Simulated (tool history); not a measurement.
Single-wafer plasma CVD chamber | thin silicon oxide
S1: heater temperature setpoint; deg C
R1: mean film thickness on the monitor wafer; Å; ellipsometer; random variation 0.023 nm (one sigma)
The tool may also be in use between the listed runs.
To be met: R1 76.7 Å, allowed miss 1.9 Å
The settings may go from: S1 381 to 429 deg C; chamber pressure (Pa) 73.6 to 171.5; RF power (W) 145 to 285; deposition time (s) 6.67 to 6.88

{"run": 1, "day": 0.0, "S1": 405, "chamber pressure (Pa)": 122.5, "RF power (W)": 215, "deposition time (s)": 6.67, "R1": 112.12}
{"run": 2, "day": 0.296, "S1": 405, "chamber pressure (Pa)": 122.5, "RF power (W)": 215, "deposition time (s)": 6.88, "R1": 116.14}
{"run": 3, "day": 0.4, "S1": 405, "chamber pressure (Pa)": 114.3, "RF power (W)": 210, "deposition time (s)": 6.86, "R1": 109.26}
{"run": 4, "day": 0.558, "S1": 405, "chamber pressure (Pa)": 114.3, "RF power (W)": 240, "deposition time (s)": 6.86, "R1": 115.01}
{"run": 5, "day": 0.712, "S1": 405, "chamber pressure (Pa)": 106.3, "RF power (W)": 240, "deposition time (s)": 6.86, "R1": 109.4}
{"run": 6, "day": 0.817, "S1": 405, "chamber pressure (Pa)": 100.4, "RF power (W)": 230, "deposition time (s)": 6.83, "R1": 103.02}
{"run": 7, "day": 1.054, "S1": 405, "chamber pressure (Pa)": 95.6, "RF power (W)": 220, "deposition time (s)": 6.8, "R1": 97.669}
{"run": 8, "day": 1.296, "S1": 405, "chamber pressure (Pa)": 91.6, "RF power (W)": 210, "deposition time (s)": 6.78, "R1": 92.098}
{"run": 9, "day": 1.542, "S1": 405, "chamber pressure (Pa)": 91.6, "RF power (W)": 210, "deposition time (s)": 6.78, "R1": 92.197}
{"run": 10, "day": 1.7, "S1": 405, "chamber pressure (Pa)": 88.5, "RF power (W)": 205, "deposition time (s)": 6.76, "R1": 88.969}
{"run": 11, "day": 1.888, "S1": 405, "chamber pressure (Pa)": 86, "RF power (W)": 200, "deposition time (s)": 6.75, "R1": 86.173}

5 next moves are on the table. One of them brings every result within its allowed miss. Which?
{"run": "A", "day": 2.075, "S1": 416, "chamber pressure (Pa)": 80.1, "RF power (W)": 195, "deposition time (s)": 6.81, "R1": "?"}
{"run": "B", "day": 2.075, "S1": 414, "chamber pressure (Pa)": 86.1, "RF power (W)": 180, "deposition time (s)": 6.75, "R1": "?"}
{"run": "C", "day": 2.075, "S1": 404, "chamber pressure (Pa)": 104.8, "RF power (W)": 210, "deposition time (s)": 6.88, "R1": "?"}
{"run": "D", "day": 2.075, "S1": 392, "chamber pressure (Pa)": 77.6, "RF power (W)": 205, "deposition time (s)": 6.8, "R1": "?"}
{"run": "E", "day": 2.075, "S1": 399, "chamber pressure (Pa)": 83.5, "RF power (W)": 155, "deposition time (s)": 6.73, "R1": "?"}

move=A R1=80.949
move=B R1=82.283
move=C R1=103.94
move=D R1=81.893
move=E R1=76.389
A: nearer than the last run, and not there yet
B: nearer than the last run, and not there yet
C: further off than the last run
D: nearer than the last run, and not there yet
E: meets every target
Move E is the one to make.
